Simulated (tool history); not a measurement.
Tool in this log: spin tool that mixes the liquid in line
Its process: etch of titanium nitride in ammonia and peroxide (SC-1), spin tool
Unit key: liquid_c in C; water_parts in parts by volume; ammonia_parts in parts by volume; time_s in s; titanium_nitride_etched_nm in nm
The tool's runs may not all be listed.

run 1 hour=0.0 | liquid_c=61.0 water_parts=10.5 ammonia_parts=0.6 time_s=20 | titanium_nitride_etched_nm=1.8529
run 2 hour=3.4 | liquid_c=61.0 water_parts=10.5 ammonia_parts=0.6 time_s=20 | titanium_nitride_etched_nm=1.8529
run 3 hour=5.1 | liquid_c=61.0 water_parts=8.0 ammonia_parts=0.6 time_s=20 | titanium_nitride_etched_nm=2.1221
run 4 hour=9.7 | liquid_c=61.5 water_parts=8.0 ammonia_parts=0.6 time_s=20 | titanium_nitride_etched_nm=2.1900
run 5 hour=17.7 | liquid_c=62.0 water_parts=8.0 ammonia_parts=0.6 time_s=20 | titanium_nitride_etched_nm=2.2709
run 6 hour=21.8 | liquid_c=62.0 water_parts=8.0 ammonia_parts=0.6 time_s=20 | titanium_nitride_etched_nm=2.2709
run 7 hour=29.3 | liquid_c=62.5 water_parts=8.0 ammonia_parts=0.6 time_s=20 | titanium_nitride_etched_nm=2.3410
run 8 hour=33.6 | liquid_c=63.0 water_parts=8.0 ammonia_parts=0.6 time_s=20 | titanium_nitride_etched_nm=2.4215

Run 9, settings as shown, results not yet in. Your forecast:
run 9 hour=38.8 | liquid_c=66.0 water_parts=8.0 ammonia_parts=0.6 time_s=20 | titanium_nitride_etched_nm=?

titanium_nitride_etched_nm: 2.9355 nm
